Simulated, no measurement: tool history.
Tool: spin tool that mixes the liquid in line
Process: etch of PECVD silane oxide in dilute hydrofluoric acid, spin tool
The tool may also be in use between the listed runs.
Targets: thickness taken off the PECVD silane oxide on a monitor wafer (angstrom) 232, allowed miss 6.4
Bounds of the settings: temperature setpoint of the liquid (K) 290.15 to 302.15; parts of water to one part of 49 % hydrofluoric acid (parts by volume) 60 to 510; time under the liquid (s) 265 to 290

run,hour,temperature setpoint of the liquid (K),parts of water to one part of 49 % hydrofluoric acid (parts by volume),time under the liquid (s),thickness taken off the PECVD silane oxide on a monitor wafer (angstrom)
1,0,294.15,285,265,154.69
2,5.4,297.15,285,265,169.97
3,8.3,293.65,285,265,151.95
4,15.4,293.65,355,265,112.72
5,18.2,293.65,280,265,153.32
# hour 26.3: thermometer replaced
6,26.3,296.15,270,265,161.48
7,31.5,297.15,240,265,196.7
8,38.3,298.65,235,265,213.72
9,46.4,299.15,235,265,215.65
10,54.8,299.15,235,265,216.1

Which of these 4 next moves meets every target?
A,63.2,295.65,205,290,?
B,63.2,296.65,210,270,?
C,63.2,298.15,200,265,?
D,63.2,302.15,230,265,?

move,thickness taken off the PECVD silane oxide on a monitor wafer (angstrom)
A,242.64
B,227.69
C,250.62
D,242.69
A: takes the result that was furthest off past its target
B: meets every target
C: takes the result that was furthest off past its target
D: takes the result that was furthest off past its target
The right move is B.
